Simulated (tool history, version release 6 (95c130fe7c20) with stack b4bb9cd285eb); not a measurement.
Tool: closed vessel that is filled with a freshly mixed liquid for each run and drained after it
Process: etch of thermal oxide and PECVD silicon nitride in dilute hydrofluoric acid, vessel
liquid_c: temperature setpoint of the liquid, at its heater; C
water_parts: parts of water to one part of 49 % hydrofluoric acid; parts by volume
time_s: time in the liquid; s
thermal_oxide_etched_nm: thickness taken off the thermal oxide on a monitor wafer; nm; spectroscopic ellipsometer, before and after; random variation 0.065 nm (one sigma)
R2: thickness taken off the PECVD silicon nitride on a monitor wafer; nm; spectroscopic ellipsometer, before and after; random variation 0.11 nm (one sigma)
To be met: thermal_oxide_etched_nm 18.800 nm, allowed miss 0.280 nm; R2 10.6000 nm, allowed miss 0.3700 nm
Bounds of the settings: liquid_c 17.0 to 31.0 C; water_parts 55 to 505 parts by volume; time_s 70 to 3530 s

run 1 hour=0.0 | liquid_c=23.0 water_parts=280 time_s=1800 | thermal_oxide_etched_nm=22.903 R2=13.3900
run 2 hour=2.0 | liquid_c=22.5 water_parts=285 time_s=1810 | thermal_oxide_etched_nm=22.129 R2=12.5770
run 3 hour=10.3 | liquid_c=22.5 water_parts=290 time_s=1820 | thermal_oxide_etched_nm=21.824 R2=12.6260
run 4 hour=14.5 | liquid_c=22.0 water_parts=295 time_s=1830 | thermal_oxide_etched_nm=21.042 R2=12.0480
run 5 hour=16.3 | liquid_c=22.0 water_parts=385 time_s=1830 | thermal_oxide_etched_nm=14.897 R2=9.2539
run 6 hour=21.6 | liquid_c=23.5 water_parts=385 time_s=1830 | thermal_oxide_etched_nm=15.642 R2=10.0010
run 7 hour=24.7 | liquid_c=23.0 water_parts=370 time_s=1800 | thermal_oxide_etched_nm=16.033 R2=10.1470
run 8 hour=29.3 | liquid_c=22.5 water_parts=355 time_s=1780 | thermal_oxide_etched_nm=16.447 R2=10.0970
run 9 hour=33.4 | liquid_c=22.5 water_parts=355 time_s=1780 | thermal_oxide_etched_nm=16.335 R2=9.9834
run 10 hour=41.9 | liquid_c=22.5 water_parts=355 time_s=1780 | thermal_oxide_etched_nm=16.426 R2=9.9706
run 11 hour=49.0 | liquid_c=22.5 water_parts=345 time_s=1760 | thermal_oxide_etched_nm=16.824 R2=10.2590
run 12 hour=54.6 | liquid_c=22.5 water_parts=335 time_s=1745 | thermal_oxide_etched_nm=17.294 R2=10.5170
run 13 hour=58.6 | liquid_c=22.0 water_parts=325 time_s=1740 | thermal_oxide_etched_nm=17.713 R2=10.4380
run 14 hour=64.3 | liquid_c=22.0 water_parts=320 time_s=1730 | thermal_oxide_etched_nm=17.905 R2=10.4890
run 15 hour=67.3 | liquid_c=22.0 water_parts=315 time_s=1720 | thermal_oxide_etched_nm=18.087 R2=10.3010
run 16 hour=69.8 | liquid_c=22.0 water_parts=315 time_s=1715 | thermal_oxide_etched_nm=18.299 R2=10.3320
run 17 hour=70.5 | liquid_c=22.0 water_parts=315 time_s=1710 | thermal_oxide_etched_nm=18.022 R2=10.4440

Which of these 5 next moves meets every target?
run A hour=71.2 | liquid_c=22.0 water_parts=310 time_s=1640 | thermal_oxide_etched_nm=? R2=?
run B hour=71.2 | liquid_c=23.0 water_parts=260 time_s=1340 | thermal_oxide_etched_nm=? R2=?
run C hour=71.2 | liquid_c=21.0 water_parts=235 time_s=1330 | thermal_oxide_etched_nm=? R2=?
run D hour=71.2 | liquid_c=26.0 water_parts=290 time_s=1235 | thermal_oxide_etched_nm=? R2=?
run E hour=71.2 | liquid_c=22.0 water_parts=320 time_s=1715 | thermal_oxide_etched_nm=? R2=?

move=A thermal_oxide_etched_nm=17.752 R2=10.1860
move=B thermal_oxide_etched_nm=18.800 R2=10.5270
move=C thermal_oxide_etched_nm=19.658 R2=10.1630
move=D thermal_oxide_etched_nm=16.743 R2=10.4600
move=E thermal_oxide_etched_nm=17.819 R2=10.3260
A: further off than the last run
B: meets every target
C: takes the result that was furthest off past its target
D: further off than the last run
E: further off than the last run
Move B is the one to make.
